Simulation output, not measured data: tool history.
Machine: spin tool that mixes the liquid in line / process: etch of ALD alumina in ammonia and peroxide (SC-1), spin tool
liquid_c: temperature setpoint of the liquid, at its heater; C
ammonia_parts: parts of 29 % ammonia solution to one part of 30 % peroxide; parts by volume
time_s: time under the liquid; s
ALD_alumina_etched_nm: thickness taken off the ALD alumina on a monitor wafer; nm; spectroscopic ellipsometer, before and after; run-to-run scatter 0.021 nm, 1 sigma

| run | day | liquid_c | ammonia_parts | time_s | ALD_alumina_etched_nm |
|---|---|---|---|---|---|
| 1 | 0 | 62 | 0.85 | 50 | 4.5108 |
| 2 | 0.025 | 57.5 | 0.85 | 50 | 3.5957 |
| 3 | 0.267 | 60.5 | 0.85 | 50 | 4.2246 |
| 4 | 0.617 | 56.5 | 0.85 | 50 | 3.4052 |
| 5 | 0.892 | 54 | 0.85 | 50 | 3.0237 |
|  | 0.958 | thermometer replaced |
| 6 | 0.958 | 52 | 0.85 | 50 | 2.8738 |
| 7 | 1.175 | 50.5 | 0.85 | 50 | 2.7008 |

Forecast run 8:
| 8 | 1.538 | 49.5 | 0.85 | 50 | ? |

Run 8 produced ALD_alumina_etched_nm 2.4925 nm.

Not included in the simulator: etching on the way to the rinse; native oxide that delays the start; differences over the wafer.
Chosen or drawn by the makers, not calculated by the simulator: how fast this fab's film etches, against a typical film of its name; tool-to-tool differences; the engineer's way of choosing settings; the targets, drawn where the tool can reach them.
